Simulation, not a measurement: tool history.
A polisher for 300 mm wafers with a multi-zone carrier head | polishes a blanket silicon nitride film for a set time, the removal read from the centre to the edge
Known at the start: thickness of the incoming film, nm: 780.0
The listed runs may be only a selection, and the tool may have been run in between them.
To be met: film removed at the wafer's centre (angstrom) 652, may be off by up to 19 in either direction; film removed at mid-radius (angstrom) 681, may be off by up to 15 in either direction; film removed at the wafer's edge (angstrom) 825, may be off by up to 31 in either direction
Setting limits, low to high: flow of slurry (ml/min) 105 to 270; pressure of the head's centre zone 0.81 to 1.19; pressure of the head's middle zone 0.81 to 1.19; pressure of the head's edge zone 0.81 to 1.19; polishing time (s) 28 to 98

run  hour  flow of slurry (ml/min)  pressure of the head's centre zone  pressure of the head's middle zone  pressure of the head's edge zone  polishing time (s)  film removed at the wafer's centre (angstrom)  film removed at mid-radius (angstrom)  film removed at the wafer's edge (angstrom)
  1     0                      175                                   1                                   1                                 1                  63                                           1029                                 1036.8                                         1045
  2   6.9                      175                                1.06                                   1                                 1                  63                                           1119                                 1040.5                                       1035.9
  3  11.2                      160                                   1                                0.95                              0.99                  60                                         983.45                                 930.55                                       970.99
  4  15.2                      125                                   1                                0.95                              0.99                  60                                         922.16                                 874.11                                       928.82
  5  17.9                      125                                1.08                                0.95                              0.99                  60                                         1001.1                                 883.92                                       930.15
  6  26.8                      125                                1.08                                0.95                              0.95                  60                                         987.66                                 891.18                                       907.62
  7  30.4                      120                                1.01                                0.93                              0.98                  58                                         880.45                                 826.01                                       874.49
  8  36.2                      115                                0.96                                0.91                              1.01                  57                                         802.75                                 787.54                                       881.85
  9  38.7                      115                                0.93                                0.89                              1.01                  56                                         775.82                                 770.93                                       873.99
 10  46.9                      115                                0.91                                0.87                              1.01                  55                                         752.56                                 731.69                                       849.37
 11  51.8                      110                                0.89                                0.86                              1.01                  55                                         717.31                                 717.77                                       832.75
 12    57                      110                                0.87                                0.85                              1.02                  55                                         694.39                                 708.98                                       866.15
 13  58.5                      110                                0.86                                0.85                              1.01                  55                                         687.43                                 705.54                                       847.46
 14  66.7                      110                                0.85                                0.85                                 1                  55                                         689.82                                 707.91                                       834.53
 15  67.7                      110                                0.85                                0.85                                 1                  55                                         682.19                                 709.11                                       832.92
 16  74.2                      110                                0.84                                0.84                                 1                  55                                         668.55                                 698.59                                       830.58

Which one of the following 4 next-run settings gets every result inside its allowed miss? There is exactly one.
  A  80.7                      105                                0.89                                0.84                              1.02                  54                                              ?                                      ?                                            ?
  B  80.7                      110                                0.86                                0.82                               1.1                  52                                              ?                                      ?                                            ?
  C  80.7                      105                                0.85                                0.81                              1.04                  53                                              ?                                      ?                                            ?
  D  80.7                      105                                0.87                                0.88                               1.1                  52                                              ?                                      ?                                            ?

move  film removed at the wafer's centre (angstrom)  film removed at mid-radius (angstrom)  film removed at the wafer's edge (angstrom)
   A                                         687.54                                  676.4                                       817.68
   B                                         650.73                                 648.38                                       826.11
   C                                         644.08                                 644.56                                       810.54
   D                                         647.25                                 676.77                                       817.06
A: brings the result that was furthest off to its target, and leaves another outside
B: moves the result that the last run missed by most past its target, out the other side
C: moves the result that the last run missed by most past its target, out the other side
D: meets every target
So the answer is move D, the one that meets all the targets.

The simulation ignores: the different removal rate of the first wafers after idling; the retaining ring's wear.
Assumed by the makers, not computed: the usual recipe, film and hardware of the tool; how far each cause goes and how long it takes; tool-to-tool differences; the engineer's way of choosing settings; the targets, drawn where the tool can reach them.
